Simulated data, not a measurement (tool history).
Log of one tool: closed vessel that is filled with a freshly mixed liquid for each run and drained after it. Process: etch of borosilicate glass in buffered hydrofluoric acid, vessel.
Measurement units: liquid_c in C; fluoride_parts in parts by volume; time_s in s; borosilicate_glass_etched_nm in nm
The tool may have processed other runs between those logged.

{"run": 1, "hour": 0.0, "liquid_c": 24.0, "fluoride_parts": 21.0, "time_s": 30, "borosilicate_glass_etched_nm": 20.487}
{"run": 2, "hour": 0.9, "liquid_c": 26.0, "fluoride_parts": 21.0, "time_s": 30, "borosilicate_glass_etched_nm": 22.922}
{"run": 3, "hour": 5.2, "liquid_c": 29.5, "fluoride_parts": 21.0, "time_s": 30, "borosilicate_glass_etched_nm": 27.635}
{"run": 4, "hour": 7.4, "liquid_c": 29.5, "fluoride_parts": 15.5, "time_s": 30, "borosilicate_glass_etched_nm": 37.36}
{"run": 5, "hour": 11.4, "liquid_c": 29.5, "fluoride_parts": 10.5, "time_s": 30, "borosilicate_glass_etched_nm": 53.64}
{"run": 6, "hour": 15.6, "liquid_c": 27.0, "fluoride_parts": 12.0, "time_s": 30, "borosilicate_glass_etched_nm": 42.112}
{"run": 7, "hour": 18.2, "liquid_c": 25.0, "fluoride_parts": 13.0, "time_s": 30, "borosilicate_glass_etched_nm": 34.624}
{"run": 8, "hour": 22.9, "liquid_c": 23.5, "fluoride_parts": 13.5, "time_s": 30, "borosilicate_glass_etched_nm": 30.505}

What will run 9 give?
{"run": 9, "hour": 28.2, "liquid_c": 22.5, "fluoride_parts": 14.0, "time_s": 30, "borosilicate_glass_etched_nm": "?"}

{"run 9": {"borosilicate_glass_etched_nm": 28.205}}

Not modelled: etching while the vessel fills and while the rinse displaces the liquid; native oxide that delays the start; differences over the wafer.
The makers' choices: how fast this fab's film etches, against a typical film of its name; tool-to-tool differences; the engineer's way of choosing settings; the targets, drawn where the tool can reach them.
